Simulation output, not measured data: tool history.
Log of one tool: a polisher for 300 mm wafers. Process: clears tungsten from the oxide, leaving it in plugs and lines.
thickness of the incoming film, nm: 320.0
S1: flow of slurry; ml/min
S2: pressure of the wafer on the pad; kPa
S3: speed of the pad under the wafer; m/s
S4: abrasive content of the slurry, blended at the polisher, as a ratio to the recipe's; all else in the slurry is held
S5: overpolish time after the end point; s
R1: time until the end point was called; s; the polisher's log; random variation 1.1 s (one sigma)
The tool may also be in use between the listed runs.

run 1 hour=0 | S1=120 S2=31.7 S3=1.3 S4=1 S5=7 | R1=52.853
run 2 hour=6.9 | S1=135 S2=31.7 S3=1.3 S4=1 S5=7 | R1=52.222
run 3 hour=15.4 | S1=135 S2=26.9 S3=1.28 S4=1 S5=7 | R1=60.048
run 4 hour=22.3 | S1=130 S2=23.4 S3=1.24 S4=1 S5=7 | R1=73.161
run 5 hour=24.1 | S1=155 S2=23.4 S3=1.24 S4=1 S5=7 | R1=71.436
run 6 hour=29.8 | S1=155 S2=23.4 S3=1.24 S4=1 S5=5 | R1=71.07
run 7 hour=32.4 | S1=155 S2=21.4 S3=1.24 S4=1 S5=5 | R1=77.719
run 8 hour=35.4 | S1=155 S2=20 S3=1.24 S4=1 S5=5 | R1=81.689

The next listed run, before its measurement:
run 9 hour=37.5 | S1=155 S2=18.6 S3=1.24 S4=1 S5=5 | R1=?

{"run 9": {"R1": 88.895}}
